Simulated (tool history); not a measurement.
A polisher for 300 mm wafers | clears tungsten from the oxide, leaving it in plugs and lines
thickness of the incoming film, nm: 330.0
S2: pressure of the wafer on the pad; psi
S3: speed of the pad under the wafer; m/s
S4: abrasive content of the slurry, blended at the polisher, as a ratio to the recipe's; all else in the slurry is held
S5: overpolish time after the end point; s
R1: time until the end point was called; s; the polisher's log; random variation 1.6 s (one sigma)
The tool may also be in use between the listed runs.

run 1 hour=0 | flow_of_slurry_(ml/min)=120 S2=3.9 S3=1 S4=1 S5=12 | R1=77.035
run 2 hour=1.3 | flow_of_slurry_(ml/min)=120 S2=3.9 S3=1 S4=1 S5=9 | R1=77.605
run 3 hour=8.5 | flow_of_slurry_(ml/min)=120 S2=4.7 S3=1 S4=1 S5=9 | R1=63.351
run 4 hour=11.2 | flow_of_slurry_(ml/min)=120 S2=4.7 S3=1.12 S4=1 S5=9 | R1=57.475
run 5 hour=17.4 | flow_of_slurry_(ml/min)=120 S2=4.7 S3=1.12 S4=1 S5=12 | R1=58.739
run 6 hour=25.6 | flow_of_slurry_(ml/min)=120 S2=4.7 S3=1.12 S4=1 S5=12 | R1=58.875
run 7 hour=28.3 | flow_of_slurry_(ml/min)=115 S2=3.6 S3=1.06 S4=1 S5=12 | R1=81.314

The next listed run, before its measurement:
run 8 hour=32.5 | flow_of_slurry_(ml/min)=115 S2=3.5 S3=1.06 S4=1 S5=12 | R1=?

Run 8 gave R1 82.106 s.
